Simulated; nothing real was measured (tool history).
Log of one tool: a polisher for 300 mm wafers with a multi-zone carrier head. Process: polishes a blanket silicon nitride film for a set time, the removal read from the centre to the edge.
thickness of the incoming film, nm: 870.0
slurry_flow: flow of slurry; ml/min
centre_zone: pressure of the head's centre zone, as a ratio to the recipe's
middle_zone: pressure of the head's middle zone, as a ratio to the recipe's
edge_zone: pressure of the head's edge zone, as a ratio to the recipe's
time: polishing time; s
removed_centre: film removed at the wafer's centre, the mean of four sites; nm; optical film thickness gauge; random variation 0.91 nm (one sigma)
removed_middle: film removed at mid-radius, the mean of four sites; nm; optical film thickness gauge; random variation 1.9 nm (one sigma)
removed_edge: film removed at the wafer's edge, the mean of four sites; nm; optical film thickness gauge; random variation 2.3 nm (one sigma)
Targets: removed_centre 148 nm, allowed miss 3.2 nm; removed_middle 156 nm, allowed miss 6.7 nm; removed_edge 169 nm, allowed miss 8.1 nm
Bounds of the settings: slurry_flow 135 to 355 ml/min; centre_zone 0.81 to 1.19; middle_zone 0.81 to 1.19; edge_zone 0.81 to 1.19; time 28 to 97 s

{"run": 1, "hour": 0.0, "slurry_flow": 225, "centre_zone": 1, "middle_zone": 1, "edge_zone": 1, "time": 62, "removed_centre": 129.85, "removed_middle": 123.87, "removed_edge": 126.14}
{"run": 2, "hour": 6.3, "slurry_flow": 225, "centre_zone": 1, "middle_zone": 1, "edge_zone": 1.06, "time": 62, "removed_centre": 129.84, "removed_middle": 124.3, "removed_edge": 131.16}
{"run": 3, "hour": 9.0, "slurry_flow": 225, "centre_zone": 1, "middle_zone": 1, "edge_zone": 1.12, "time": 62, "removed_centre": 128.94, "removed_middle": 125.07, "removed_edge": 133.44}
{"run": 4, "hour": 16.6, "slurry_flow": 230, "centre_zone": 0.99, "middle_zone": 1, "edge_zone": 1.13, "time": 64, "removed_centre": 131.72, "removed_middle": 130.06, "removed_edge": 138.7}
{"run": 5, "hour": 20.6, "slurry_flow": 230, "centre_zone": 0.98, "middle_zone": 1, "edge_zone": 1.14, "time": 66, "removed_centre": 135.28, "removed_middle": 131.54, "removed_edge": 144.34}
{"run": 6, "hour": 22.3, "slurry_flow": 230, "centre_zone": 0.98, "middle_zone": 1, "edge_zone": 1.06, "time": 66, "removed_centre": 133.22, "removed_middle": 132.27, "removed_edge": 139.35}
{"run": 7, "hour": 30.7, "slurry_flow": 235, "centre_zone": 0.98, "middle_zone": 1.01, "edge_zone": 1.08, "time": 67, "removed_centre": 136.74, "removed_middle": 137.94, "removed_edge": 143.45}
{"run": 8, "hour": 33.1, "slurry_flow": 245, "centre_zone": 0.98, "middle_zone": 1.01, "edge_zone": 1.1, "time": 68, "removed_centre": 139.43, "removed_middle": 137.02, "removed_edge": 147.68}
{"run": 9, "hour": 36.1, "slurry_flow": 250, "centre_zone": 0.98, "middle_zone": 1.02, "edge_zone": 1.12, "time": 69, "removed_centre": 142.75, "removed_middle": 143.75, "removed_edge": 150.23}
{"run": 10, "hour": 38.9, "slurry_flow": 250, "centre_zone": 0.97, "middle_zone": 1.02, "edge_zone": 1.13, "time": 70, "removed_centre": 142.39, "removed_middle": 144.66, "removed_edge": 149.85}
{"run": 11, "hour": 41.5, "slurry_flow": 240, "centre_zone": 0.96, "middle_zone": 1.02, "edge_zone": 1.14, "time": 71, "removed_centre": 145.11, "removed_middle": 145.41, "removed_edge": 154.16}
{"run": 12, "hour": 43.5, "slurry_flow": 250, "centre_zone": 0.95, "middle_zone": 1.02, "edge_zone": 1.15, "time": 72, "removed_centre": 143.68, "removed_middle": 147.62, "removed_edge": 158.37}

5 next moves are on the table. One of them brings every result within its allowed miss. Which?
{"run": "A", "hour": 45.5, "slurry_flow": 225, "centre_zone": 0.86, "middle_zone": 0.93, "edge_zone": 0.97, "time": 83, "removed_centre": "?", "removed_middle": "?", "removed_edge": "?"}
{"run": "B", "hour": 45.5, "slurry_flow": 270, "centre_zone": 0.95, "middle_zone": 1.13, "edge_zone": 1.13, "time": 68, "removed_centre": "?", "removed_middle": "?", "removed_edge": "?"}
{"run": "C", "hour": 45.5, "slurry_flow": 300, "centre_zone": 0.99, "middle_zone": 1.1, "edge_zone": 1.18, "time": 69, "removed_centre": "?", "removed_middle": "?", "removed_edge": "?"}
{"run": "D", "hour": 45.5, "slurry_flow": 195, "centre_zone": 1.07, "middle_zone": 1.01, "edge_zone": 1.16, "time": 71, "removed_centre": "?", "removed_middle": "?", "removed_edge": "?"}
{"run": "E", "hour": 45.5, "slurry_flow": 290, "centre_zone": 0.86, "middle_zone": 1.01, "edge_zone": 1.19, "time": 84, "removed_centre": "?", "removed_middle": "?", "removed_edge": "?"}

move=A removed_centre=147.63 removed_middle=157.02 removed_edge=169.41
move=B removed_centre=137.41 removed_middle=155.18 removed_edge=150.33
move=C removed_centre=147.15 removed_middle=155.58 removed_edge=156.95
move=D removed_centre=153.66 removed_middle=140.64 removed_edge=153.78
move=E removed_centre=154.74 removed_middle=175.63 removed_edge=191.52
A: meets every target
B: further off than the last run
C: brings the result that was furthest off to its target, and leaves another outside
D: takes the result that was furthest off past its target
E: takes the result that was furthest off past its target
Move A is the one to make.
